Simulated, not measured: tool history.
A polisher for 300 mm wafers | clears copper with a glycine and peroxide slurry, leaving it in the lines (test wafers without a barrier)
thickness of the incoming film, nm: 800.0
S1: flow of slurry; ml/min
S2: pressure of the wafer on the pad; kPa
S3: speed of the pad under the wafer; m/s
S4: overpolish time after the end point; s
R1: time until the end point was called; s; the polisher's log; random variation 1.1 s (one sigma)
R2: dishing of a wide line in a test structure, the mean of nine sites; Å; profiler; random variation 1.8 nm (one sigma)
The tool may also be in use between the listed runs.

Run 1, hour 0.0: S1 240 ml/min, S2 24.1 kPa, S3 1.24 m/s, S4 25 s. Result: R1 103.020 s, R2 845.90 Å.
Run 2, hour 6.3: S1 210 ml/min, S2 24.1 kPa, S3 1.24 m/s, S4 25 s. Result: R1 106.610 s, R2 875.85 Å.
Run 3, hour 14.8: S1 210 ml/min, S2 22.1 kPa, S3 1.24 m/s, S4 25 s. Result: R1 112.360 s, R2 816.91 Å.
Run 4, hour 22.3: S1 210 ml/min, S2 22.1 kPa, S3 1.12 m/s, S4 25 s. Result: R1 124.020 s, R2 785.53 Å.
Run 5, hour 25.6: S1 210 ml/min, S2 18.6 kPa, S3 1.12 m/s, S4 25 s. Result: R1 134.130 s, R2 727.95 Å.
Run 6, hour 27.1: S1 220 ml/min, S2 21.4 kPa, S3 1.14 m/s, S4 23 s. Result: R1 119.650 s, R2 729.36 Å.
Run 7, hour 34.1: S1 235 ml/min, S2 22.8 kPa, S3 1.14 m/s, S4 22 s. Result: R1 117.440 s, R2 727.39 Å.
Run 8, hour 40.5: S1 235 ml/min, S2 29.6 kPa, S3 1.22 m/s, S4 14 s. Result: R1 94.431 s, R2 624.25 Å.
Run 9, hour 46.7: S1 235 ml/min, S2 29.6 kPa, S3 1.22 m/s, S4 14 s. Result: R1 92.195 s, R2 662.86 Å.

Forecast run 10:
Run 10, hour 53.5: S1 235 ml/min, S2 29.6 kPa, S3 1.22 m/s, S4 15 s. Result: R1 ?, R2 ?.

R1: 92.344 s
R2: 690.26 Å

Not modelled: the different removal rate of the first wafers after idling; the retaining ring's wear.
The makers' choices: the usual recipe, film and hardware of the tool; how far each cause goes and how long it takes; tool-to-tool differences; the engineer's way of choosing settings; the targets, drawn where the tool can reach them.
